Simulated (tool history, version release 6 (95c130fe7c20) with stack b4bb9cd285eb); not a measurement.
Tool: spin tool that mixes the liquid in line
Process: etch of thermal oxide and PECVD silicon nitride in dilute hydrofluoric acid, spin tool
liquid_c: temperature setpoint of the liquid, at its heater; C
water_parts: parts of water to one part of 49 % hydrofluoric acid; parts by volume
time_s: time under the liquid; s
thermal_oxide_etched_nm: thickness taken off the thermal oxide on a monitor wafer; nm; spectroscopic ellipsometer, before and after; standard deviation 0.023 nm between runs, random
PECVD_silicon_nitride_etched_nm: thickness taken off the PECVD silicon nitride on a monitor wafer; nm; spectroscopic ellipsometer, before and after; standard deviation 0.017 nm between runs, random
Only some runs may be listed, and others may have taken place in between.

| run | hour | liquid_c | water_parts | time_s | thermal_oxide_etched_nm | PECVD_silicon_nitride_etched_nm |
|---|---|---|---|---|---|---|
| 1 | 0.0 | 22.0 | 140 | 180 | 5.2342 | 1.8166 |
| 2 | 7.6 | 24.0 | 140 | 180 | 5.6217 | 2.0662 |
| 3 | 13.6 | 24.0 | 150 | 180 | 5.2547 | 2.0055 |
| 4 | 14.3 | 21.0 | 150 | 180 | 4.6166 | 1.6258 |
| 5 | 20.5 | 21.0 | 160 | 180 | 4.2859 | 1.5414 |
| 6 | 21.1 | 21.0 | 205 | 180 | 3.2317 | 1.2286 |
| 7 | 25.1 | 21.0 | 210 | 180 | 3.0820 | 1.1955 |
| 8 | 33.2 | 21.0 | 215 | 180 | 3.0163 | 1.1469 |
| 9 | 34.3 | 21.5 | 220 | 180 | 2.9611 | 1.1714 |

Forecast run 10:
| 10 | 38.8 | 21.5 | 225 | 180 | ? | ? |

{"run 10": {"thermal_oxide_etched_nm": 2.9239, "PECVD_silicon_nitride_etched_nm": 1.1284}}

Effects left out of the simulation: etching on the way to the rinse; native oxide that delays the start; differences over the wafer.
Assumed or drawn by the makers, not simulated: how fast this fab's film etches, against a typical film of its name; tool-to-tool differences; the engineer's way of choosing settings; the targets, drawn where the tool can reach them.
